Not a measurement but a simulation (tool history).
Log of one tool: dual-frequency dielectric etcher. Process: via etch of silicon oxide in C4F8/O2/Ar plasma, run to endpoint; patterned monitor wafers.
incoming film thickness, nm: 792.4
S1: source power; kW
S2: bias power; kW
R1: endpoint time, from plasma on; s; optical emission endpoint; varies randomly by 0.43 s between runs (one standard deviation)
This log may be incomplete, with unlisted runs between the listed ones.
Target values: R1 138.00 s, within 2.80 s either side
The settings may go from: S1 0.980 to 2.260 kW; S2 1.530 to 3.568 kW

run  hour     S1     S2      R1
  1   0.0  1.620  2.549  151.04
  2   4.2  1.330  2.549  162.17
  3   7.2  1.460  2.549  155.49
  4   9.1  1.460  2.362  160.12
  5  16.2  1.630  2.425  152.59
  6  24.3  1.630  2.746  147.10
  7  27.9  1.700  2.776  144.46
  8  33.2  1.750  2.799  142.62
  9  37.7  1.790  2.816  141.44

5 candidate next runs follow, results not yet known. Just one meets every target within its allowed miss. Identify it.
  A  42.2  1.610  3.069   ?
  B  42.2  1.650  3.304   ?
  C  42.2  1.770  2.617   ?
  D  42.2  1.480  2.837   ?
  E  42.2  1.600  2.853   ?

move      R1
   A  143.04
   B  138.63
   C  144.89
   D  150.93
   E  146.53
A: further off than the last run
B: every result lands within tolerance
C: further off than the last run
D: further off than the last run
E: further off than the last run
B meets every target.
